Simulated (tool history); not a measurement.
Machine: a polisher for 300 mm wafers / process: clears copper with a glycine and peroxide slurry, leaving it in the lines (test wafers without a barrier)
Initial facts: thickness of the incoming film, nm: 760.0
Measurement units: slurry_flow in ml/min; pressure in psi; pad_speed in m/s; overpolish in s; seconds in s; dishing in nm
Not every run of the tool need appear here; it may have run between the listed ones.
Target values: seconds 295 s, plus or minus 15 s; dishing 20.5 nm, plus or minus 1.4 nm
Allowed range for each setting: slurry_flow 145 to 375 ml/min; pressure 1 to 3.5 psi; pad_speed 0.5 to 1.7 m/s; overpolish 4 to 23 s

run,day,slurry_flow,pressure,pad_speed,overpolish,seconds,dishing
1,0,240,2.2,1.1,12,178.38,32.889
2,0.375,240,1.8,1.06,12,213.51,28.606
3,0.725,240,1.8,1.18,12,191.24,29.794
4,0.862,210,1.8,1.18,12,200.01,30.045
5,0.921,210,1.8,1.18,8,194.97,20.943
6,1.196,210,2.1,1.18,8,174.05,23.179
# day 1.329: head pressure recalibrated
7,1.329,205,1.7,1.14,9,228.67,19.56
8,1.6,190,1.6,1.14,10,244.15,21.253
9,1.783,180,1.5,1.14,10,251.32,19.595
10,1.829,170,1.4,1.14,11,273.81,21.348
11,1.917,165,1.4,1.14,11,272.72,20.612
12,2.096,160,1.4,1.14,11,274.14,20.084
13,2.254,155,1.4,1.14,11,271.73,20.5

Exactly one of the 5 candidate moves below puts every result within its allowed miss. Which one?
A,2.412,150,1.3,1.26,9,?,?
B,2.412,145,1.5,1.16,9,?,?
C,2.412,165,1.4,1,12,?,?
D,2.412,145,1.5,1.28,8,?,?
E,2.412,145,1.6,1.16,9,?,?

move,seconds,dishing
A,278.01,16.768
B,265.25,17.588
C,298.88,20.509
D,248.83,16.717
E,252.71,18.415
A: misses by more than the last run did
B: misses by more than the last run did
C: meets every target
D: misses by more than the last run did
E: misses by more than the last run did
The right move is C.

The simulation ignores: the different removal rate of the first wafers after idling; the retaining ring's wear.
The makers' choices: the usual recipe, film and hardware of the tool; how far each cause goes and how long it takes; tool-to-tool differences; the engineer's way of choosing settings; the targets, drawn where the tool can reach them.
